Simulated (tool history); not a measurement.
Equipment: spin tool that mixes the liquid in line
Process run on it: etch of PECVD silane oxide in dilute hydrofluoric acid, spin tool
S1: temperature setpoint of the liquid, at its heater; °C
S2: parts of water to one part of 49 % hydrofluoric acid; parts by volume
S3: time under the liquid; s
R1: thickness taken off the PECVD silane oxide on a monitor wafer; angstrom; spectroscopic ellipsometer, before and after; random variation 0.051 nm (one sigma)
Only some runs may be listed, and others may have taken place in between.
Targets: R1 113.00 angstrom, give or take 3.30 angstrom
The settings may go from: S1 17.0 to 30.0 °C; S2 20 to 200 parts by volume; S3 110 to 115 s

| run | hour | S1 | S2 | S3 | R1 |
|---|---|---|---|---|---|
| 1 | 0.0 | 22.0 | 110 | 110 | 140.97 |
| 2 | 1.0 | 21.0 | 110 | 110 | 134.55 |
| 3 | 8.1 | 21.0 | 75 | 110 | 206.39 |
| 4 | 13.2 | 21.0 | 110 | 110 | 135.94 |
| 5 | 20.3 | 20.5 | 110 | 110 | 133.93 |
| 6 | 23.6 | 20.0 | 110 | 110 | 130.75 |
| 7 | 27.4 | 19.5 | 110 | 110 | 128.20 |
| 8 | 31.3 | 19.0 | 110 | 110 | 124.79 |
| 9 | 35.9 | 18.5 | 110 | 110 | 122.24 |
| 10 | 36.8 | 18.0 | 110 | 110 | 120.13 |
| 11 | 44.3 | 17.5 | 110 | 110 | 117.28 |

Exercise: of the 4 proposed moves below, exactly one satisfies all targets within the stated allowed misses. Which move is it?
| A | 51.8 | 17.0 | 105 | 110 | ? |
| B | 51.8 | 17.0 | 115 | 115 | ? |
| C | 51.8 | 18.0 | 115 | 115 | ? |
| D | 51.8 | 18.0 | 110 | 110 | ? |

| move | R1 |
|---|---|
| A | 120.96 |
| B | 114.29 |
| C | 119.15 |
| D | 119.77 |
A: further off than the last run
B: all results in spec
C: further off than the last run
D: further off than the last run
Move B is the one to make.
